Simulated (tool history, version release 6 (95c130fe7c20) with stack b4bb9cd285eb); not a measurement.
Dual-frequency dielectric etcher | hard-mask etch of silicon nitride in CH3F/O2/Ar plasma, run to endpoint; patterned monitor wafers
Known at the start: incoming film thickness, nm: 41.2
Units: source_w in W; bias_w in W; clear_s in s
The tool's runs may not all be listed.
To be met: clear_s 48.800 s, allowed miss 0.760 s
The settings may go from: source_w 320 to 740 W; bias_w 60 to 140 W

Run 1, hour 0.0: source_w 530 W, bias_w 100 W. Result: clear_s 43.873 s.
Run 2, hour 2.9: source_w 480 W, bias_w 100 W. Result: clear_s 45.867 s.
Run 3, hour 4.2: source_w 480 W, bias_w 111 W. Result: clear_s 44.154 s.
Run 4, hour 11.2: source_w 460 W, bias_w 111 W. Result: clear_s 45.303 s.
Run 5, hour 16.5: source_w 450 W, bias_w 111 W. Result: clear_s 45.449 s.
Run 6, hour 25.4: source_w 450 W, bias_w 120 W. Result: clear_s 44.493 s.
Run 7, hour 27.8: source_w 350 W, bias_w 115 W. Result: clear_s 50.994 s.
Run 8, hour 36.3: source_w 360 W, bias_w 115 W. Result: clear_s 50.553 s.

4 next moves are on the table. One of them brings every result within its allowed miss. Which?
Run A, hour 44.8: source_w 390 W, bias_w 101 W. Result: clear_s ?.
Run B, hour 44.8: source_w 340 W, bias_w 114 W. Result: clear_s ?.
Run C, hour 44.8: source_w 430 W, bias_w 99 W. Result: clear_s ?.
Run D, hour 44.8: source_w 350 W, bias_w 108 W. Result: clear_s ?.

move  clear_s
   A   50.654
   B   52.057
   C   48.658
   D   52.250
A: further off than the last run
B: further off than the last run
C: meets every target
D: further off than the last run
Answer: C

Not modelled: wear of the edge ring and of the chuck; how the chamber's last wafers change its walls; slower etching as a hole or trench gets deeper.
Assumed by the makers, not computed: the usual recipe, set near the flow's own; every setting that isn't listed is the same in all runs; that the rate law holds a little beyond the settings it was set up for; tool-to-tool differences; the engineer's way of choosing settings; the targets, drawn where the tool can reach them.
